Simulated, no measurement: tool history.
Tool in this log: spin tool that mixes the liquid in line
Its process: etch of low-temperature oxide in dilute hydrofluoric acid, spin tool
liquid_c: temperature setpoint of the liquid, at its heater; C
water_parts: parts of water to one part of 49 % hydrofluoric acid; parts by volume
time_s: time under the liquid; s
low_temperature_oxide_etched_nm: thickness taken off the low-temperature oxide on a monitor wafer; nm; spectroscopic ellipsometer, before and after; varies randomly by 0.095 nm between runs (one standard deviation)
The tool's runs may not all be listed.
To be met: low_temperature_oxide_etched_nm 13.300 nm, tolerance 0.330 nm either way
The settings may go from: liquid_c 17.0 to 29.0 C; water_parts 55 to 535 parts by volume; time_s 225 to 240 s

run,day,liquid_c,water_parts,time_s,low_temperature_oxide_etched_nm
1,0.000,21.0,295,225,19.822
2,0.333,21.0,215,225,29.133
3,0.558,19.0,215,225,27.191
4,0.783,19.0,215,240,28.662
5,0.888,19.0,215,240,28.734
6,1.142,22.5,215,240,33.055
7,1.496,22.5,215,240,32.864
8,1.846,21.5,255,240,25.583
9,1.900,20.5,280,240,21.964
10,1.988,19.5,295,240,19.992
11,2.171,19.5,295,240,20.170
12,2.408,19.5,295,240,19.896
13,2.517,19.0,310,240,18.199
14,2.600,18.5,320,240,17.335
15,2.733,18.0,330,240,16.510

Of the 5 settings listed for the next run, only one would bring every result within its allowed miss of target. Which one?
A,2.867,17.0,375,225,?
B,2.867,19.5,400,240,?
C,2.867,17.0,340,225,?
D,2.867,17.0,350,235,?
E,2.867,20.5,380,225,?

move,low_temperature_oxide_etched_nm
A,12.517
B,13.414
C,14.197
D,14.288
E,13.937
A: moves the result that the last run missed by most past its target, out the other side
B: hits every target within its allowed miss
C: nearer than the last run, and not there yet
D: nearer than the last run, and not there yet
E: nearer than the last run, and not there yet
Correct choice: B, which meets every target

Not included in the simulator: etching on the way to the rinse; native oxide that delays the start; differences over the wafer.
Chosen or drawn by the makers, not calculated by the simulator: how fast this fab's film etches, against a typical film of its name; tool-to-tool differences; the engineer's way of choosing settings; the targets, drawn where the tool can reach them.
